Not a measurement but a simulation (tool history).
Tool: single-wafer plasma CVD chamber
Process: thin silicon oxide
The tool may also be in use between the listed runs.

run	hour	heater temperature setpoint (deg C)	chamber pressure (Torr)	RF power (W)	deposition time (s)	mean film thickness on the monitor wafer (Å)
1	0	395	0.895	305	5.14	100.36
2	8.1	395	0.895	305	5.14	100.68
3	10.1	387	0.895	305	5.14	101.33
4	14	387	0.929	305	5.14	103.63
5	19.1	387	0.958	305	5.14	106.16
6	27.1	387	0.979	305	5.14	107.12
7	28.5	387	0.999	305	5.14	108.74
8	31.9	387	1.012	305	5.14	109.55
9	32.6	387	1.022	305	5.14	110.08

Run 10 comes next. What will it give?
10	35.7	387	1.03	305	5.14	?

Run 10 gave mean film thickness on the monitor wafer (Å) 110.07.

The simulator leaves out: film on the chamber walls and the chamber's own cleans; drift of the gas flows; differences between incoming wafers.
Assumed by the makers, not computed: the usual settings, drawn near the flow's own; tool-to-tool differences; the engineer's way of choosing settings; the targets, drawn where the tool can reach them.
